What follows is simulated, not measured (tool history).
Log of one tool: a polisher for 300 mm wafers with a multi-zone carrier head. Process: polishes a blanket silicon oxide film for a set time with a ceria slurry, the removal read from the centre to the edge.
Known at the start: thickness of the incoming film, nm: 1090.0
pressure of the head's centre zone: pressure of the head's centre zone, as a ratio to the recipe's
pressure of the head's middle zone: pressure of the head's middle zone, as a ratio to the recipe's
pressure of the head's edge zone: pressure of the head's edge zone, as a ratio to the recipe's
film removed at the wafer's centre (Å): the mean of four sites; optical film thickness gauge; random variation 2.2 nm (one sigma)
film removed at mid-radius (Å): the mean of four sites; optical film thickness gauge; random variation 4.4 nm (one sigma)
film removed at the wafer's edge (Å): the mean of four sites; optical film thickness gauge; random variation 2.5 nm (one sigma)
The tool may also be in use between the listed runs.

| run | hour | flow of slurry (ml/min) | pressure of the head's centre zone | pressure of the head's middle zone | pressure of the head's edge zone | polishing time (s) | film removed at the wafer's centre (Å) | film removed at mid-radius (Å) | film removed at the wafer's edge (Å) |
|---|---|---|---|---|---|---|---|---|---|
| 1 | 0.0 | 125 | 1.00 | 1.00 | 1.00 | 77 | 3404.6 | 3318.0 | 3335.6 |
| 2 | 4.2 | 125 | 1.00 | 1.00 | 1.00 | 94 | 4121.5 | 4039.7 | 4143.1 |
| 3 | 8.7 | 115 | 0.96 | 0.96 | 0.99 | 92 | 3757.0 | 3717.0 | 3918.8 |
| 4 | 12.6 | 145 | 0.96 | 0.96 | 0.99 | 92 | 3991.8 | 4125.8 | 4063.8 |
| 5 | 21.1 | 145 | 0.96 | 0.96 | 0.92 | 92 | 3954.5 | 3925.0 | 3972.4 |
| 6 | 25.0 | 130 | 0.92 | 0.93 | 0.91 | 92 | 3719.1 | 3914.2 | 3846.9 |

Forecast run 7:
| 7 | 27.4 | 115 | 0.91 | 0.90 | 0.98 | 89 | ? | ? | ? |

{"run 7": {"film removed at the wafer's centre (Å)": 3519.1, "film removed at mid-radius (Å)": 3553.7, "film removed at the wafer's edge (Å)": 3824.0}}
